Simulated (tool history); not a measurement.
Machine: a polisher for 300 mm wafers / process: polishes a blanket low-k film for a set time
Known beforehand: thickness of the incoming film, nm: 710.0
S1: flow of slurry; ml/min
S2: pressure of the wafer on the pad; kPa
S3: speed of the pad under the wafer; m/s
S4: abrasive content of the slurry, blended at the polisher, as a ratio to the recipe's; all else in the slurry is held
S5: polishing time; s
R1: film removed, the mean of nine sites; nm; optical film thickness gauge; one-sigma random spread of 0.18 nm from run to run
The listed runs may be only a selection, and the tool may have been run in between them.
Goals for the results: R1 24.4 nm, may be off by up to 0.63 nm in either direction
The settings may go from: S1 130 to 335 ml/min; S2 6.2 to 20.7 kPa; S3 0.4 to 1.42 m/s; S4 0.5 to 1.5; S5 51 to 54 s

| run | hour | S1 | S2 | S3 | S4 | S5 | R1 |
|---|---|---|---|---|---|---|---|
| 1 | 0 | 215 | 13.1 | 0.9 | 1 | 51 | 18.448 |
| 2 | 1.7 | 220 | 13.8 | 0.9 | 1 | 51 | 19.211 |
| 3 | 5.1 | 220 | 11 | 0.9 | 1 | 51 | 16.04 |
| 4 | 10.5 | 220 | 9 | 0.9 | 1 | 51 | 13.903 |
| 5 | 11.9 | 220 | 9 | 0.7 | 1 | 51 | 11.721 |
| 6 | 14.6 | 220 | 9 | 0.5 | 1 | 51 | 9.7628 |
| 7 | 19.7 | 220 | 9 | 0.5 | 1 | 51 | 9.7073 |
| 8 | 26.5 | 225 | 10.3 | 0.52 | 1 | 51 | 11.089 |
| 9 | 34.2 | 260 | 14.5 | 0.54 | 1 | 51 | 14.979 |
| 10 | 37.9 | 260 | 15.2 | 0.54 | 1 | 51 | 15.313 |
| 11 | 45.7 | 280 | 19.3 | 0.68 | 1 | 51 | 21.24 |
| 12 | 50.9 | 280 | 20 | 0.72 | 1 | 51 | 22.967 |
| 13 | 55.1 | 295 | 20.7 | 0.72 | 1 | 51 | 23.449 |

Exercise: of the 4 proposed moves below, exactly one satisfies all targets within the stated allowed misses. Which move is it?
| A | 59.3 | 275 | 18.6 | 0.84 | 1.05 | 51 | ? |
| B | 59.3 | 300 | 20.7 | 0.66 | 1 | 52 | ? |
| C | 59.3 | 335 | 20.7 | 0.72 | 0.9 | 51 | ? |
| D | 59.3 | 290 | 20.7 | 0.82 | 0.85 | 54 | ? |

| move | R1 |
|---|---|
| A | 24.017 |
| B | 22.854 |
| C | 23.082 |
| D | 25.764 |
A: every result lands within tolerance
B: lands further from the targets than the last run did
C: lands further from the targets than the last run did
D: carries the result that was furthest off beyond its target, to the other side
The move that meets every target is A.
